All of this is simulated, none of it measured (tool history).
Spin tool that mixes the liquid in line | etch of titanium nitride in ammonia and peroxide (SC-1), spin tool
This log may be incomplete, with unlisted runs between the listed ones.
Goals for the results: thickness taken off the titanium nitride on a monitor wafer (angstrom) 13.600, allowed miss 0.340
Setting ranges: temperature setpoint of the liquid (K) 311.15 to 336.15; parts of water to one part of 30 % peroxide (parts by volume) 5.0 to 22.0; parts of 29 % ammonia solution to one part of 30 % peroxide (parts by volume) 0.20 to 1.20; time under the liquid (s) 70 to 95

run	hour	temperature setpoint of the liquid (K)	parts of water to one part of 30 % peroxide (parts by volume)	parts of 29 % ammonia solution to one part of 30 % peroxide (parts by volume)	time under the liquid (s)	thickness taken off the titanium nitride on a monitor wafer (angstrom)
1	0.0	320.15	12.5	0.70	95	25.418
2	3.1	320.15	12.5	0.70	70	18.961
3	4.7	318.65	12.5	0.70	70	17.049
4	10.4	318.65	16.5	0.70	70	14.654
5	16.1	318.65	16.5	0.95	70	15.231
6	20.4	318.65	16.5	0.95	70	15.540
7	27.7	318.15	16.5	0.95	70	14.775
8	35.1	317.65	16.5	0.95	70	14.187

4 candidate next runs follow, results not yet known. Just one meets every target within its allowed miss. Identify it.
A	42.5	316.15	15.0	1.05	70	?
B	42.5	317.15	14.5	0.85	70	?
C	42.5	317.65	19.5	0.90	70	?
D	42.5	316.15	15.5	0.75	70	?

move	thickness taken off the titanium nitride on a monitor wafer (angstrom)
A	13.599
B	14.375
C	12.827
D	12.626
A: in spec on every target
B: lands further from the targets than the last run did
C: pushes the last run's worst result past its target
D: pushes the last run's worst result past its target
The right move is A.
